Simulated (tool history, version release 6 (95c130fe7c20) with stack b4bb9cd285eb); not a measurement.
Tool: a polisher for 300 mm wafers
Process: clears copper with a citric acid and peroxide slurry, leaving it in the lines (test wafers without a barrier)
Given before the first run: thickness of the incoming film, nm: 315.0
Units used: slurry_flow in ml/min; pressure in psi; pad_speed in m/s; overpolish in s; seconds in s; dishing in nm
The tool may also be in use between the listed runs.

Run 1, hour 0: slurry_flow 135 ml/min, pressure 2.9 psi, pad_speed 1.06 m/s, slurry_solids 1, overpolish 8 s. Result: seconds 158.97 s, dishing 13.325 nm.
Run 2, hour 4.3: slurry_flow 135 ml/min, pressure 2.9 psi, pad_speed 1.06 m/s, slurry_solids 0.85, overpolish 8 s. Result: seconds 166.27 s, dishing 12.488 nm.
Run 3, hour 8.4: slurry_flow 135 ml/min, pressure 2.9 psi, pad_speed 1.06 m/s, slurry_solids 0.85, overpolish 10 s. Result: seconds 165.55 s, dishing 16.152 nm.
Run 4, hour 15.1: slurry_flow 135 ml/min, pressure 3.2 psi, pad_speed 1.06 m/s, slurry_solids 0.85, overpolish 10 s. Result: seconds 150.7 s, dishing 17.296 nm.
Run 5, hour 19.5: slurry_flow 135 ml/min, pressure 3.1 psi, pad_speed 1.06 m/s, slurry_solids 0.85, overpolish 10 s. Result: seconds 153.37 s, dishing 16.679 nm.
Run 6, hour 25.4: slurry_flow 135 ml/min, pressure 2.8 psi, pad_speed 1.06 m/s, slurry_solids 0.85, overpolish 10 s. Result: seconds 166.48 s, dishing 15.212 nm.
Run 7, hour 27: slurry_flow 135 ml/min, pressure 2.7 psi, pad_speed 1.06 m/s, slurry_solids 0.85, overpolish 10 s. Result: seconds 174.1 s, dishing 14.977 nm.

Run 8 comes next. What will it give?
Run 8, hour 34.2: slurry_flow 135 ml/min, pressure 2.6 psi, pad_speed 1.06 m/s, slurry_solids 0.85, overpolish 10 s. Result: seconds ?, dishing ?.

Run 8 measured seconds 181.72 s, dishing 14.424 nm.

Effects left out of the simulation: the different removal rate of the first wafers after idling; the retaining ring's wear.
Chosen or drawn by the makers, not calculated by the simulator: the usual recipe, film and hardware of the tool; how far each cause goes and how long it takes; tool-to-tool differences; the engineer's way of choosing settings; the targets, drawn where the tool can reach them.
